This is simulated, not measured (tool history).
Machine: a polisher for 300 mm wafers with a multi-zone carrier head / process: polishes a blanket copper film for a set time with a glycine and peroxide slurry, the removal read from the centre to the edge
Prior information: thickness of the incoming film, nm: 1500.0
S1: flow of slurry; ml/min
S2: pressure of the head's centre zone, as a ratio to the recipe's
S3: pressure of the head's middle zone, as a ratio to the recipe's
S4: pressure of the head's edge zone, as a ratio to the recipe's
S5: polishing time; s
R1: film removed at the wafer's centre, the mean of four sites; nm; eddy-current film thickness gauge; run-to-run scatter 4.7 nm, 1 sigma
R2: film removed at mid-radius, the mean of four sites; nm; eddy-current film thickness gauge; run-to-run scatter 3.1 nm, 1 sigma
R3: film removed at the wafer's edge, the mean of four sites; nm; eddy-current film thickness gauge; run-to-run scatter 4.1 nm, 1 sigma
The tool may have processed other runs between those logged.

Run 1, hour 0.0: S1 220 ml/min, S2 1.00, S3 1.00, S4 1.00, S5 73 s. Result: R1 328.14 nm, R2 335.42 nm, R3 344.28 nm.
Run 2, hour 5.1: S1 180 ml/min, S2 1.00, S3 1.00, S4 1.00, S5 73 s. Result: R1 317.01 nm, R2 326.09 nm, R3 337.33 nm.
Run 3, hour 13.0: S1 180 ml/min, S2 0.95, S3 1.00, S4 1.00, S5 73 s. Result: R1 296.04 nm, R2 319.62 nm, R3 334.77 nm.
Run 4, hour 20.4: S1 205 ml/min, S2 1.01, S3 0.99, S4 1.04, S5 77 s. Result: R1 350.05 nm, R2 343.57 nm, R3 365.66 nm.
Run 5, hour 24.3: S1 205 ml/min, S2 1.01, S3 0.92, S4 1.04, S5 77 s. Result: R1 343.71 nm, R2 319.45 nm, R3 363.81 nm.
Run 6, hour 28.5: S1 220 ml/min, S2 1.04, S3 0.94, S4 1.07, S5 80 s. Result: R1 371.42 nm, R2 343.83 nm, R3 388.25 nm.
Run 7, hour 31.0: S1 235 ml/min, S2 1.08, S3 0.94, S4 1.08, S5 83 s. Result: R1 404.58 nm, R2 366.43 nm, R3 410.64 nm.
Run 8, hour 35.6: S1 250 ml/min, S2 1.11, S3 0.93, S4 1.07, S5 86 s. Result: R1 436.35 nm, R2 376.30 nm, R3 424.91 nm.
Run 9, hour 39.8: S1 260 ml/min, S2 1.13, S3 0.93, S4 1.07, S5 88 s. Result: R1 459.75 nm, R2 383.82 nm, R3 432.32 nm.
Run 10, hour 46.2: S1 270 ml/min, S2 1.14, S3 0.94, S4 1.08, S5 90 s. Result: R1 469.66 nm, R2 401.95 nm, R3 448.84 nm.
Run 11, hour 49.5: S1 270 ml/min, S2 1.15, S3 0.94, S4 1.07, S5 92 s. Result: R1 491.90 nm, R2 407.03 nm, R3 461.31 nm.
Run 12, hour 58.1: S1 275 ml/min, S2 1.16, S3 0.95, S4 1.07, S5 93 s. Result: R1 503.83 nm, R2 418.68 nm, R3 459.56 nm.

Forecast run 13:
Run 13, hour 58.7: S1 280 ml/min, S2 1.17, S3 0.95, S4 1.08, S5 94 s. Result: R1 ?, R2 ?, R3 ?.

Run 13 yielded R1 511.90 nm, R2 425.44 nm, R3 464.96 nm.
